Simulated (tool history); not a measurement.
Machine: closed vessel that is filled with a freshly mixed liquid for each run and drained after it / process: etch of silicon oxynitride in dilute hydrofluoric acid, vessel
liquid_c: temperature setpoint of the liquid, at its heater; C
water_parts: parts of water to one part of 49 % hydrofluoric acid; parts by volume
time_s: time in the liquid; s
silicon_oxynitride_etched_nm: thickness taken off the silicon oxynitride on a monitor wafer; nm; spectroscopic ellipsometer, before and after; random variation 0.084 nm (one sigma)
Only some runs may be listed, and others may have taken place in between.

run  hour  liquid_c  water_parts  time_s  silicon_oxynitride_etched_nm
  1   0.0      23.0          225     680                       11.9130
  2   5.0      23.0          225     680                       11.8080
  3   9.9      24.5          225     680                       12.6450
  4  15.4      24.5          305     680                        8.7122
  5  20.8      25.0          305     680                        8.9361
  6  27.1      28.0          305     680                       10.0990

Run 7, settings as shown, results not yet in. Your forecast:
  7  29.3      28.0          305     680                             ?

{"run 7": {"silicon_oxynitride_etched_nm": 10.119}}
